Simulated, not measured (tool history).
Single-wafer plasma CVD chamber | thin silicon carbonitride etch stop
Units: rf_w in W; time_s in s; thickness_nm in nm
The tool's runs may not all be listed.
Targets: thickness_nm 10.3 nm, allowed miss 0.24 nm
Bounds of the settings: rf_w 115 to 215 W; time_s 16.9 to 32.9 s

| run | hour | rf_w | time_s | thickness_nm |
|---|---|---|---|---|
| 1 | 0 | 165 | 24.9 | 14.144 |
| 2 | 6.7 | 155 | 24.9 | 13.919 |
| 3 | 12.8 | 155 | 27.1 | 15.189 |
| 4 | 14.3 | 150 | 25.4 | 14.03 |
| 5 | 17.6 | 160 | 25.4 | 14.255 |
| 6 | 24.7 | 155 | 24 | 13.4 |
| 7 | 26.6 | 150 | 22.9 | 12.712 |
| 8 | 31.6 | 145 | 22 | 12.215 |
| 9 | 39.8 | 140 | 21.2 | 11.619 |
| 10 | 41.7 | 135 | 20.7 | 11.21 |
| 11 | 50.3 | 130 | 20.4 | 11.097 |
| 12 | 52.6 | 130 | 20.1 | 10.786 |
| 13 | 54.1 | 130 | 20 | 10.747 |
| 14 | 55.2 | 130 | 19.9 | 10.776 |
| 15 | 59.6 | 130 | 19.8 | 10.598 |

4 next moves are on the table. One of them brings every result within its allowed miss. Which?
| A | 64 | 120 | 19.5 | ? |
| B | 64 | 150 | 20.3 | ? |
| C | 64 | 130 | 20.3 | ? |
| D | 64 | 125 | 21.1 | ? |

| move | thickness_nm |
|---|---|
| A | 10.399 |
| B | 11.319 |
| C | 10.996 |
| D | 11.341 |
A: meets every target
B: further off than the last run
C: further off than the last run
D: further off than the last run
The right move is A.

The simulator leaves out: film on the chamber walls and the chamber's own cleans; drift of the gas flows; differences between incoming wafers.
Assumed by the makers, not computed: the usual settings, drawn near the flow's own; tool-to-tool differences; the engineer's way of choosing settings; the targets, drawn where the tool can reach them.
